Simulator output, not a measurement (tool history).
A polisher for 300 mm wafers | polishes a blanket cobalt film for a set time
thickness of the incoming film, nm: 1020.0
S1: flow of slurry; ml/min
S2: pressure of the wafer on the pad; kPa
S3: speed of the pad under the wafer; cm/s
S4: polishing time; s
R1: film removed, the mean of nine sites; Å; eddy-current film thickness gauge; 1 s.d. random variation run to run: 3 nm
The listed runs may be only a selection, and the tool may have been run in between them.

run	hour	S1	S2	S3	S4	R1
1	0.0	175	15.9	100	35	1704.4
2	0.7	175	15.9	112	35	1847.9
3	7.8	175	16.5	112	35	1980.5
4	10.8	175	13.1	112	35	1512.0
5	15.9	175	16.5	112	35	1892.7
6	16.7	190	16.5	112	35	1953.1

Run 7 has not been measured yet. What should we expect?
7	22.4	190	17.2	112	35	?

{"run 7": {"R1": 2040.2}}
